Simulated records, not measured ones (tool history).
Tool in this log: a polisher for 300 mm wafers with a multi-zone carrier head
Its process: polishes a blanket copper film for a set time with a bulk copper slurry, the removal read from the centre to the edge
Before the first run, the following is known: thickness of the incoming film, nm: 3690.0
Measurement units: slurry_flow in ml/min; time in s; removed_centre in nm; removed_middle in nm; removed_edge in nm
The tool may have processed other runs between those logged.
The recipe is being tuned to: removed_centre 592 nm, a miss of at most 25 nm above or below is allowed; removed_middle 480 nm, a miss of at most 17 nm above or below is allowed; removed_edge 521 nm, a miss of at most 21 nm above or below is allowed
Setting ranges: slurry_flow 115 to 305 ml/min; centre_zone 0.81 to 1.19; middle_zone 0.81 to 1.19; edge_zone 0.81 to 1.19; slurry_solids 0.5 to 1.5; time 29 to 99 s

run	hour	slurry_flow	centre_zone	middle_zone	edge_zone	slurry_solids	time	removed_centre	removed_middle	removed_edge
1	0	195	1	1	1	1	64	460.9	441.22	435.61
2	2.4	195	1	1	0.96	1	64	458.27	432.58	434.62
3	6.1	225	1	1	0.96	1	64	472.91	446.56	438.23
4	7.5	225	1.01	0.98	0.97	1.1	65	494.51	454.53	450.21
5	10.8	220	1.02	0.96	0.98	1.15	66	515.61	467.1	478.63
6	16.6	220	1.02	0.96	1.05	1.15	66	507.53	456.23	474.74
7	18.6	220	1.03	0.95	1.05	1.2	66	517.02	457.04	481.36
8	25.1	220	1.04	0.94	1.05	1.25	66	531.35	449.68	490.59
9	30.3	225	1.05	0.94	1.05	1.3	66	538.27	460.66	488.52

Consider the 4 candidate settings below. Which is the only one whose results all fall within their allowed miss of target?
A	35.5	235	1.03	1.05	1.09	1.3	60	?	?	?
B	35.5	200	0.9	0.96	1.01	1.5	73	?	?	?
C	35.5	240	1.09	0.93	1.08	1.2	71	?	?	?
D	35.5	225	1.05	0.93	1.08	1.35	65	?	?	?

move	removed_centre	removed_middle	removed_edge
A	489.4	462.38	459.5
B	521.11	525.11	549.38
C	604.7	487.29	535.04
D	540.7	452.99	498.33
A: lands further from the targets than the last run did
B: lands further from the targets than the last run did
C: every result lands within tolerance
D: just as far off the targets as the last run
So the answer is move C, the one that meets all the targets.

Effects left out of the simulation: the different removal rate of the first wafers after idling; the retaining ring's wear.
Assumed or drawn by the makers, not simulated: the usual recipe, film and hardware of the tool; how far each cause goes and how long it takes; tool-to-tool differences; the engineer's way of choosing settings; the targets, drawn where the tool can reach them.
